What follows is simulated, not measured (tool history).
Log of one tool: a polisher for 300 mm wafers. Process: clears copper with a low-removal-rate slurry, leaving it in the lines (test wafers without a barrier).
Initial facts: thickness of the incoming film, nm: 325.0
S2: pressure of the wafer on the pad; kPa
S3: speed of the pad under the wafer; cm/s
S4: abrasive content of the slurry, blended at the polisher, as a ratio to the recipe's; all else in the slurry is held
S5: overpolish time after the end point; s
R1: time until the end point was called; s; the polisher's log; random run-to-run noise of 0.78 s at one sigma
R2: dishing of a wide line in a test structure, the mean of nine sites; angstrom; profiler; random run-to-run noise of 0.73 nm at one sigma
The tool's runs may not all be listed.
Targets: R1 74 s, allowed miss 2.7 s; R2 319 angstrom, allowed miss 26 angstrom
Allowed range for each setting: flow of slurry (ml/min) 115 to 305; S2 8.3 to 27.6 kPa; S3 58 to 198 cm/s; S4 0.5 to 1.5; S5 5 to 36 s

{"run": 1, "hour": 0.0, "flow of slurry (ml/min)": 195, "S2": 17.9, "S3": 128, "S4": 1, "S5": 18, "R1": 109.16, "R2": 346.56}
{"run": 2, "hour": 1.9, "flow of slurry (ml/min)": 200, "S2": 19.3, "S3": 128, "S4": 1, "S5": 16, "R1": 103.52, "R2": 321.66}
{"run": 3, "hour": 5.9, "flow of slurry (ml/min)": 200, "S2": 20.7, "S3": 128, "S4": 1, "S5": 15, "R1": 98.968, "R2": 322.21}
{"run": 4, "hour": 8.6, "flow of slurry (ml/min)": 200, "S2": 20.7, "S3": 128, "S4": 1.1, "S5": 15, "R1": 95.513, "R2": 327.05}
{"run": 5, "hour": 17.1, "flow of slurry (ml/min)": 200, "S2": 20.7, "S3": 128, "S4": 0.9, "S5": 15, "R1": 100.19, "R2": 319.03}
{"run": 6, "hour": 18.8, "flow of slurry (ml/min)": 200, "S2": 20.7, "S3": 128, "S4": 0.9, "S5": 20, "R1": 101.63, "R2": 401.09}
{"run": 7, "hour": 19.7, "flow of slurry (ml/min)": 200, "S2": 22.1, "S3": 128, "S4": 0.9, "S5": 18, "R1": 96.711, "R2": 390.12}
{"run": 8, "hour": 26.3, "flow of slurry (ml/min)": 200, "S2": 22.1, "S3": 128, "S4": 0.9, "S5": 18, "R1": 96.6, "R2": 381.84}
{"run": 9, "hour": 31.4, "flow of slurry (ml/min)": 200, "S2": 22.8, "S3": 128, "S4": 0.9, "S5": 17, "R1": 96.892, "R2": 365.23}
{"run": 10, "hour": 32.7, "flow of slurry (ml/min)": 205, "S2": 23.4, "S3": 130, "S4": 0.9, "S5": 16, "R1": 90.601, "R2": 377.9}
{"run": 11, "hour": 40.1, "flow of slurry (ml/min)": 235, "S2": 26.9, "S3": 132, "S4": 0.9, "S5": 7, "R1": 79.281, "R2": 204.96}
{"run": 12, "hour": 46.7, "flow of slurry (ml/min)": 230, "S2": 26.9, "S3": 134, "S4": 0.9, "S5": 8, "R1": 79.322, "R2": 232.44}
{"run": 13, "hour": 50.6, "flow of slurry (ml/min)": 225, "S2": 26.9, "S3": 136, "S4": 0.9, "S5": 9, "R1": 77.417, "R2": 261.24}
{"run": 14, "hour": 53.1, "flow of slurry (ml/min)": 220, "S2": 26.9, "S3": 138, "S4": 0.9, "S5": 9, "R1": 76.9, "R2": 270.39}
{"run": 15, "hour": 54.3, "flow of slurry (ml/min)": 215, "S2": 26.9, "S3": 138, "S4": 0.9, "S5": 9, "R1": 76.659, "R2": 264.51}
{"run": 16, "hour": 60.5, "flow of slurry (ml/min)": 210, "S2": 26.9, "S3": 138, "S4": 0.9, "S5": 9, "R1": 77.555, "R2": 258.13}
{"run": 17, "hour": 65.7, "flow of slurry (ml/min)": 210, "S2": 26.9, "S3": 138, "S4": 0.9, "S5": 9, "R1": 77.274, "R2": 254.36}
{"run": 18, "hour": 69.5, "flow of slurry (ml/min)": 210, "S2": 26.9, "S3": 138, "S4": 0.9, "S5": 10, "R1": 77.222, "R2": 285.83}

Consider the 5 candidate settings below. Which is the only one whose results all fall within their allowed miss of target?
{"run": "A", "hour": 73.3, "flow of slurry (ml/min)": 210, "S2": 27.6, "S3": 148, "S4": 0.95, "S5": 8, "R1": "?", "R2": "?"}
{"run": "B", "hour": 73.3, "flow of slurry (ml/min)": 205, "S2": 27.6, "S3": 152, "S4": 1.05, "S5": 8, "R1": "?", "R2": "?"}
{"run": "C", "hour": 73.3, "flow of slurry (ml/min)": 225, "S2": 25.5, "S3": 150, "S4": 0.9, "S5": 11, "R1": "?", "R2": "?"}
{"run": "D", "hour": 73.3, "flow of slurry (ml/min)": 235, "S2": 27.6, "S3": 116, "S4": 1.1, "S5": 13, "R1": "?", "R2": "?"}
{"run": "E", "hour": 73.3, "flow of slurry (ml/min)": 210, "S2": 27.6, "S3": 144, "S4": 1.1, "S5": 8, "R1": "?", "R2": "?"}

move=A R1=69.187 R2=257.5
move=B R1=65.914 R2=268.53
move=C R1=72.838 R2=322.38
move=D R1=83.551 R2=331.22
move=E R1=68.505 R2=259.72
A: lands further from the targets than the last run did
B: lands further from the targets than the last run did
C: every result within its allowed miss
D: the worst result of the last run now meets its target, but another is out of spec
E: lands further from the targets than the last run did
So the answer is move C, the one that meets all the targets.
